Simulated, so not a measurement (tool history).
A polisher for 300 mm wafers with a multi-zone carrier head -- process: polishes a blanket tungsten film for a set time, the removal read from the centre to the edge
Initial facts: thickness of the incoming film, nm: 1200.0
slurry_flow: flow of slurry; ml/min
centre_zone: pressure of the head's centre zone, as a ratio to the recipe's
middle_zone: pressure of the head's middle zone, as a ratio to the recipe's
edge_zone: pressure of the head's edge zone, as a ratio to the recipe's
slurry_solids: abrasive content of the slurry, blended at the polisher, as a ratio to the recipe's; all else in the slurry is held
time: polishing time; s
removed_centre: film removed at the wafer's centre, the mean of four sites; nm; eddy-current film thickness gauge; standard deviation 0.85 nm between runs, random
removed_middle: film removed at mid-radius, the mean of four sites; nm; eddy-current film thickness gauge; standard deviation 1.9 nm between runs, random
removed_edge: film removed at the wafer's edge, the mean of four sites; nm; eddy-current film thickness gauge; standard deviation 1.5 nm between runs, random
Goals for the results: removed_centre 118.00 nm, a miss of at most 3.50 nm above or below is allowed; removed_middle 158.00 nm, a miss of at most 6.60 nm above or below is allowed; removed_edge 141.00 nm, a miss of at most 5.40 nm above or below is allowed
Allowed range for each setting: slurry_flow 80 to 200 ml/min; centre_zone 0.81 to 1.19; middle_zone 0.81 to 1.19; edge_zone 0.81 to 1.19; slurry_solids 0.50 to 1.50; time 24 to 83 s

run,hour,slurry_flow,centre_zone,middle_zone,edge_zone,slurry_solids,time,removed_centre,removed_middle,removed_edge
1,0.0,130,1.00,1.00,1.00,1.00,53,259.04,266.34,268.74
2,0.6,130,1.00,1.00,1.00,1.00,47,230.05,233.29,239.05
3,8.4,130,1.00,1.00,1.05,1.00,47,227.56,237.14,240.52
4,16.6,130,1.00,1.00,1.02,1.00,47,230.74,230.08,239.31
5,18.5,130,1.00,1.00,0.98,1.00,47,231.87,238.01,237.43
6,26.8,110,1.00,1.00,0.98,1.00,47,218.02,228.13,227.87
7,31.6,100,0.96,1.03,0.96,0.85,42,171.64,195.02,188.76
8,39.0,90,0.86,1.07,0.86,0.60,37,123.70,152.77,142.78

Exercise: of the 4 proposed moves below, exactly one satisfies all targets within the stated allowed misses. Which move is it?
A,46.4,100,0.86,1.06,0.81,0.80,34,?,?,?
B,46.4,105,0.86,0.96,0.96,0.50,37,?,?,?
C,46.4,110,0.87,1.16,0.83,0.55,33,?,?,?
D,46.4,150,0.81,1.06,0.88,0.60,32,?,?,?

move,removed_centre,removed_middle,removed_edge
A,124.03,156.16,140.90
B,124.15,143.47,151.54
C,116.28,155.50,129.87
D,116.41,153.37,139.06
A: its largest miss is bigger than the last run's
B: its largest miss is bigger than the last run's
C: the worst result of the last run now meets its target, but another is out of spec
D: each result inside its tolerance
Go with D: it meets all targets.

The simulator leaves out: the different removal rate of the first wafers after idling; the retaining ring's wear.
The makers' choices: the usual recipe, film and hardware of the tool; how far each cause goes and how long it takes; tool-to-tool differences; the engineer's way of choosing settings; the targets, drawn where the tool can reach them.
